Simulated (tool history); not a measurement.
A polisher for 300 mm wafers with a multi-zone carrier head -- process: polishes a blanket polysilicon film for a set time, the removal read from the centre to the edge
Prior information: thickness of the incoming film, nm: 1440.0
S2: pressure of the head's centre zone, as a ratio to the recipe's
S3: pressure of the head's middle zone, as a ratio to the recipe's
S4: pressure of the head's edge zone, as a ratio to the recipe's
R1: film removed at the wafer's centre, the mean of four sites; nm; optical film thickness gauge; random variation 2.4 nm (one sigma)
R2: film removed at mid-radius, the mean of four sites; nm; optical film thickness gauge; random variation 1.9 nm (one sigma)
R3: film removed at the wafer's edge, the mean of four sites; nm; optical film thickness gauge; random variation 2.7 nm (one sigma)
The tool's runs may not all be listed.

run 1 hour=0.0 | flow_of_slurry_(ml/min)=120 S2=1.00 S3=1.00 S4=1.00 polishing_time_(s)=66 | R1=467.22 R2=478.77 R3=472.95
run 2 hour=1.9 | flow_of_slurry_(ml/min)=120 S2=1.00 S3=1.00 S4=1.06 polishing_time_(s)=66 | R1=460.43 R2=480.75 R3=490.44
run 3 hour=4.3 | flow_of_slurry_(ml/min)=110 S2=1.00 S3=1.00 S4=1.06 polishing_time_(s)=66 | R1=454.92 R2=467.09 R3=485.28
run 4 hour=12.0 | flow_of_slurry_(ml/min)=110 S2=1.00 S3=0.93 S4=1.06 polishing_time_(s)=66 | R1=451.80 R2=438.73 R3=480.75
run 5 hour=13.5 | flow_of_slurry_(ml/min)=130 S2=1.00 S3=0.93 S4=1.06 polishing_time_(s)=66 | R1=466.08 R2=454.61 R3=501.58
run 6 hour=18.4 | flow_of_slurry_(ml/min)=130 S2=0.91 S3=0.93 S4=1.06 polishing_time_(s)=66 | R1=435.29 R2=455.63 R3=492.30
run 7 hour=19.3 | flow_of_slurry_(ml/min)=120 S2=0.89 S3=0.95 S4=1.01 polishing_time_(s)=60 | R1=376.25 R2=417.68 R3=419.37

What will run 8 give?
run 8 hour=20.1 | flow_of_slurry_(ml/min)=110 S2=0.88 S3=0.94 S4=0.97 polishing_time_(s)=56 | R1=? R2=? R3=?

R1: 336.35 nm
R2: 375.18 nm
R3: 389.70 nm

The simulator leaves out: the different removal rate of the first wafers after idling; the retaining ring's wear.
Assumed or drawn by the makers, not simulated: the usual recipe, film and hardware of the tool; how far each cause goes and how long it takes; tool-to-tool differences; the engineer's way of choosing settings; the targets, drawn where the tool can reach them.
